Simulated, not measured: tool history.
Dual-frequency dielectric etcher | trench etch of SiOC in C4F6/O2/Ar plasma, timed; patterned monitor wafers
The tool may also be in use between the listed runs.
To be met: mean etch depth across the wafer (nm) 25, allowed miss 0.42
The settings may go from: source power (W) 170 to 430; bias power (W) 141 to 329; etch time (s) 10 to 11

run,hour,source power (W),bias power (W),etch time (s),mean etch depth across the wafer (nm)
1,0,300,235,11,23.181
2,3.5,300,208,11,22.229
3,8.5,310,209,11,22.397
4,14.9,310,187,11,21.879
5,19.1,310,206,11,22.352
6,20.5,320,208,11,22.953
7,28.3,330,209,11,23.363
8,31.1,340,209,11,23.827
9,37.2,360,210,11,24.445

4 next moves are on the table. One of them brings every result within its allowed miss. Which?
A,43.3,370,221,10.5,?
B,43.3,350,218,10.5,?
C,43.3,390,233,10.5,?
D,43.3,360,201,11,?

move,mean etch depth across the wafer (nm)
A,24.192
B,23.415
C,25.301
D,24.17
A: further off than the last run
B: further off than the last run
C: meets every target
D: further off than the last run
Answer: C

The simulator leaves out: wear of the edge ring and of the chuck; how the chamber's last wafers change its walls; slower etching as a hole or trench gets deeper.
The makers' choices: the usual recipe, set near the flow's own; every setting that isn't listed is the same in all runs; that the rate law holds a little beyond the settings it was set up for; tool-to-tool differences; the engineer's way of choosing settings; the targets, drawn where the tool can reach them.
